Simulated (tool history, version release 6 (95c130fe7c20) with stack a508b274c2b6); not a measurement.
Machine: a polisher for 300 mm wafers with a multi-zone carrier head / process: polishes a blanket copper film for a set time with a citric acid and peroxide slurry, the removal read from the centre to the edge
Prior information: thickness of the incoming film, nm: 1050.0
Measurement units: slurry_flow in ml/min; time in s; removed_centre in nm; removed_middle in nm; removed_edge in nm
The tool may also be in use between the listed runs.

run	day	slurry_flow	centre_zone	middle_zone	edge_zone	slurry_solids	time	removed_centre	removed_middle	removed_edge
1	0.000	160	1.00	1.00	1.00	1.0	74	154.97	152.16	153.31
2	0.079	160	1.00	1.00	1.07	1.0	74	155.60	153.64	161.05
3	0.400	160	1.00	1.00	1.13	1.0	74	154.77	153.10	162.51
4	0.521	160	1.00	1.00	1.13	0.9	74	151.10	151.86	164.29
5	0.642	160	1.00	1.00	1.13	0.9	86	176.97	173.56	181.62
6	0.825	175	0.98	1.02	1.15	1.0	87	183.12	186.87	187.30
7	0.992	165	0.96	1.02	1.16	1.1	90	182.98	192.81	196.42

The next listed run, before its measurement:
8	1.017	175	0.95	1.03	1.17	1.2	91	?	?	?

{"run 8": {"removed_centre": 187.23, "removed_middle": 202.88, "removed_edge": 209.74}}

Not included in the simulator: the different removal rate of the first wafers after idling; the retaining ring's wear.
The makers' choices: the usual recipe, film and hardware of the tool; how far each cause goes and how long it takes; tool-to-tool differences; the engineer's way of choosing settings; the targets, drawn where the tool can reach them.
